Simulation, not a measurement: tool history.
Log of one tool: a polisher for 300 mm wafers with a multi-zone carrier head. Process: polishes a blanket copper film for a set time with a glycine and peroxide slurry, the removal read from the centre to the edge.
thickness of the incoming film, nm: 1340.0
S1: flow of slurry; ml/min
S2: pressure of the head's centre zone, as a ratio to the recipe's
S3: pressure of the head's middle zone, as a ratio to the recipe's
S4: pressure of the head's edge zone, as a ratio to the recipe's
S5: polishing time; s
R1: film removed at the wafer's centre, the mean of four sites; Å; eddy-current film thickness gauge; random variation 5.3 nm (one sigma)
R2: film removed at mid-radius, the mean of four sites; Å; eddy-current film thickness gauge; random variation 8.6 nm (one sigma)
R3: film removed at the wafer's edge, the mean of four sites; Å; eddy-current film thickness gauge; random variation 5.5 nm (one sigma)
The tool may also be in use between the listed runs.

{"run": 1, "day": 0.0, "S1": 255, "S2": 1, "S3": 1, "S4": 1, "S5": 76, "R1": 4653.1, "R2": 4564.5, "R3": 4549.8}
{"run": 2, "day": 0.033, "S1": 255, "S2": 1, "S3": 1, "S4": 1, "S5": 66, "R1": 4074.2, "R2": 4027, "R3": 4097.2}
{"run": 3, "day": 0.254, "S1": 255, "S2": 1.04, "S3": 1, "S4": 1, "S5": 66, "R1": 4202.8, "R2": 4069.3, "R3": 3998.5}
{"run": 4, "day": 0.404, "S1": 260, "S2": 1.05, "S3": 1, "S4": 1.02, "S5": 69, "R1": 4501.6, "R2": 4169.6, "R3": 4290.2}
{"run": 5, "day": 0.717, "S1": 265, "S2": 1.06, "S3": 1.02, "S4": 1.03, "S5": 71, "R1": 4649.7, "R2": 4391.9, "R3": 4409}
{"run": 6, "day": 0.821, "S1": 265, "S2": 1.06, "S3": 1.09, "S4": 1.03, "S5": 71, "R1": 4675.2, "R2": 4649, "R3": 4439}

The next listed run, before its measurement:
{"run": 7, "day": 0.862, "S1": 270, "S2": 1.07, "S3": 1.1, "S4": 1.05, "S5": 72, "R1": "?", "R2": "?", "R3": "?"}

Run 7 gave R1 4810.6 Å, R2 4776 Å, R3 4479.5 Å.
